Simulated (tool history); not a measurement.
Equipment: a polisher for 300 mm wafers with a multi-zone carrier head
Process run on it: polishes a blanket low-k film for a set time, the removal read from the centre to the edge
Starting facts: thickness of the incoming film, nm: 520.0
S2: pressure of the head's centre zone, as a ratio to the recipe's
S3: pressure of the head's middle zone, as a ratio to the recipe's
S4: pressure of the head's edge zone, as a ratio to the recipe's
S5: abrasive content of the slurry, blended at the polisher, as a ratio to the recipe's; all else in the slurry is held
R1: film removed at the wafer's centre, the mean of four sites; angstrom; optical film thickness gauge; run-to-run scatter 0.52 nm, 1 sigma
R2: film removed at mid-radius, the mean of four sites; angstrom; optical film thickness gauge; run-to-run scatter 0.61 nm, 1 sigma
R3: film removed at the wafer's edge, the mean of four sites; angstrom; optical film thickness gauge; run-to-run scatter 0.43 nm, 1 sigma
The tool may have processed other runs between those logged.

run 1 hour=0.0 | flow_of_slurry_(ml/min)=165 S2=1.00 S3=1.00 S4=1.00 S5=1.00 polishing_time_(s)=82 | R1=364.53 R2=404.45 R3=404.90
run 2 hour=2.2 | flow_of_slurry_(ml/min)=165 S2=1.00 S3=1.00 S4=1.00 S5=1.20 polishing_time_(s)=82 | R1=378.11 R2=435.77 R3=425.15
run 3 hour=4.1 | flow_of_slurry_(ml/min)=175 S2=1.01 S3=0.97 S4=1.04 S5=1.25 polishing_time_(s)=84 | R1=406.65 R2=431.12 R3=449.63
run 4 hour=5.7 | flow_of_slurry_(ml/min)=175 S2=1.01 S3=0.97 S4=0.99 S5=1.25 polishing_time_(s)=84 | R1=410.67 R2=434.78 R3=440.08
-- hour=6.2 centre zone pressure recalibrated
run 5 hour=6.2 | flow_of_slurry_(ml/min)=180 S2=1.01 S3=0.96 S4=1.03 S5=1.30 polishing_time_(s)=86 | R1=458.29 R2=445.95 R3=468.02
run 6 hour=8.9 | flow_of_slurry_(ml/min)=195 S2=1.01 S3=0.96 S4=1.03 S5=1.30 polishing_time_(s)=86 | R1=478.45 R2=447.11 R3=479.96
run 7 hour=14.4 | flow_of_slurry_(ml/min)=200 S2=0.97 S3=0.96 S4=1.07 S5=1.35 polishing_time_(s)=86 | R1=450.80 R2=452.95 R3=482.05
run 8 hour=21.9 | flow_of_slurry_(ml/min)=175 S2=0.93 S3=0.87 S4=1.17 S5=1.50 polishing_time_(s)=98 | R1=501.02 R2=487.30 R3=590.04

Run 9 comes next. What will it give?
run 9 hour=24.2 | flow_of_slurry_(ml/min)=170 S2=0.93 S3=0.87 S4=1.16 S5=1.50 polishing_time_(s)=98 | R1=? R2=? R3=?

Run 9 produced R1 508.81 angstrom, R2 498.31 angstrom, R3 587.15 angstrom.

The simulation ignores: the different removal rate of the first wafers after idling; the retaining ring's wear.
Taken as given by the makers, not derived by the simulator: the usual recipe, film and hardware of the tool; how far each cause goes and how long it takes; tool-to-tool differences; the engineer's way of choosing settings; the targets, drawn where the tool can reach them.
